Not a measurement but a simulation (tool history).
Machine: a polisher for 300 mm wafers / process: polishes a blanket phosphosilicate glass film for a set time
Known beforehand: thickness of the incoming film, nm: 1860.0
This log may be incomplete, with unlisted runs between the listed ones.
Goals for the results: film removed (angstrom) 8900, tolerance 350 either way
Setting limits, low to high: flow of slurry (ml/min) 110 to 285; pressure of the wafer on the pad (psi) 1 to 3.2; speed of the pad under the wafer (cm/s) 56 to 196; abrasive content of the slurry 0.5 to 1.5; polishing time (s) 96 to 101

run  hour  flow of slurry (ml/min)  pressure of the wafer on the pad (psi)  speed of the pad under the wafer (cm/s)  abrasive content of the slurry  polishing time (s)  film removed (angstrom)
  1     0                      180                                     2.1                                      126                               1                  96                   5794.2
  2     1                      180                                     2.1                                      126                             0.8                  96                     4796
  3   6.2                      180                                     2.1                                      126                             0.8                  96                   4895.9
  4  10.2                      185                                     2.5                                      130                             0.8                  96                   5691.2
  5  16.5                      185                                     2.5                                      130                             0.9                  96                     6370
  6  18.8                      185                                     2.7                                      132                             0.9                  96                   6730.6
  7  24.3                      190                                     2.9                                      138                             0.9                  96                   7254.7
  8    25                      190                                       3                                      146                             0.9                  96                   7841.7

Of the 4 settings listed for the next run, only one would bring every result within its allowed miss of target. Which one?
  A  25.7                      215                                     3.1                                      134                             0.7                  98                        ?
  B  25.7                      180                                     2.7                                      120                             0.9                  96                        ?
  C  25.7                      185                                     3.1                                      102                            1.05                  96                        ?
  D  25.7                      170                                     2.5                                      178                               1                  99                        ?

move  film removed (angstrom)
   A                   6143.7
   B                   6118.7
   C                     6714
   D                   8724.8
A: misses by more than the last run did
B: misses by more than the last run did
C: misses by more than the last run did
D: in spec on every target
So the answer is move D, the one that meets all the targets.
